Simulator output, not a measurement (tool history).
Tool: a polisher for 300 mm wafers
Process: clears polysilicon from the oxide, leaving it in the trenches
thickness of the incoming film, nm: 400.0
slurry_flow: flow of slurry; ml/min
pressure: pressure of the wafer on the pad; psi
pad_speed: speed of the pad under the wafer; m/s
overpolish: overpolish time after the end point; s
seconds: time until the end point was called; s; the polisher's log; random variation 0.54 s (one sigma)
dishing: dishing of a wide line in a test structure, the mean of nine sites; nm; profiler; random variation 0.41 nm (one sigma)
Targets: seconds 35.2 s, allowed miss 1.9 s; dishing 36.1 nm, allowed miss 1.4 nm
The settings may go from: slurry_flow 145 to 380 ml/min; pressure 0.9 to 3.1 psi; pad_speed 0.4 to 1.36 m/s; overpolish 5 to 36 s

run,hour,slurry_flow,pressure,pad_speed,overpolish,seconds,dishing
1,0,245,2,0.88,18,44.471,62.879
2,2.1,245,2,0.88,23,43.902,68.256
3,5.1,250,2,0.88,19,43.577,63.481
4,13.6,250,1.6,0.88,19,52.771,59.766
5,15.1,250,1.2,0.88,19,70.871,53.558
6,20.3,250,1.6,0.88,19,53.405,59.422
7,26.8,280,1.4,0.98,16,54.451,56.896
8,30.5,210,2,0.74,7,52.812,34.376
9,39.2,215,2.2,0.72,7,48.657,35.895
10,44.6,215,2.4,0.72,7,46.239,37.574
11,46.4,200,2.6,0.72,7,42.863,39.207
12,54.7,200,2.6,0.72,7,43.365,40.186
13,57.6,240,2.6,0.7,7,43.137,39.486
14,66.5,220,2.7,0.7,7,41.384,40.192
15,67.1,205,2.8,0.7,7,40.605,40.949
16,72,190,2.9,0.7,7,40.677,40.773
17,78.7,195,2.9,0.7,7,39.406,41.391
18,82.7,145,3.1,0.7,5,40.346,32.941
19,87.6,150,3.1,0.72,5,38.349,33.535
20,88.4,160,3.1,0.8,8,34.486,48.112
21,90.2,145,3.1,0.74,5,37.064,34.497

Which of these 4 next moves meets every target?
A,92,145,2.9,0.72,6,?,?
B,92,145,3.1,0.8,5,?,?
C,92,160,3.1,0.92,5,?,?
D,92,175,2.6,0.78,5,?,?

move,seconds,dishing
A,41.148,35.802
B,34.876,35.379
C,29.831,39.369
D,40.696,31.638
A: brings the result that was furthest off to its target, and leaves another outside
B: meets every target
C: takes the result that was furthest off past its target
D: further off than the last run
Move B is the one to make.
